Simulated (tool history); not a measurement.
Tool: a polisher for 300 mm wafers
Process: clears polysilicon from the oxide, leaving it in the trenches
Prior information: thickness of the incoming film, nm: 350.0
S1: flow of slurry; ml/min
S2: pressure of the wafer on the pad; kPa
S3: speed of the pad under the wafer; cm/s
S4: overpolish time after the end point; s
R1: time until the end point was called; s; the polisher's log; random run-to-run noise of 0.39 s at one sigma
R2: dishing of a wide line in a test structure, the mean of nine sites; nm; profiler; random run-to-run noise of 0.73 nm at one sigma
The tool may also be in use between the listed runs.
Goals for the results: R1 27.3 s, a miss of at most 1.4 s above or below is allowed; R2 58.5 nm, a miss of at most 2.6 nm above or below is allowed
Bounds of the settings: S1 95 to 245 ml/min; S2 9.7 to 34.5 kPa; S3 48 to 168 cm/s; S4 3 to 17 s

run,hour,S1,S2,S3,S4,R1,R2
1,0,155,22.1,108,9,21.042,61.034
2,4.7,155,22.1,108,12,20.572,65.985
3,6,155,20,108,11,22.255,63.536
4,10.7,155,20,126,11,20.445,64.366
5,12.5,155,23.4,126,11,17.701,64.88
6,15.4,120,23.4,126,11,18.464,66.706
7,22.7,120,17.2,122,10,23.664,61.337
8,30.2,120,15.9,122,10,25.073,61.378
9,37.5,120,15.2,122,10,25.547,60.108

Which one of the following 5 next-run settings gets every result inside its allowed miss? There is exactly one.
A,44.8,105,13.1,158,7,?,?
B,44.8,155,12.4,126,8,?,?
C,44.8,145,14.5,118,13,?,?
D,44.8,120,13.1,128,10,?,?
E,44.8,100,14.5,150,9,?,?

move,R1,R2
A,23.545,54.139
B,26.611,54.394
C,25.734,64.027
D,26.626,59.124
E,23.293,59.669
A: lands further from the targets than the last run did
B: puts the biggest miss on target and leaves a different result outside tolerance
C: lands further from the targets than the last run did
D: meets every target
E: lands further from the targets than the last run did
Go with D: it meets all targets.
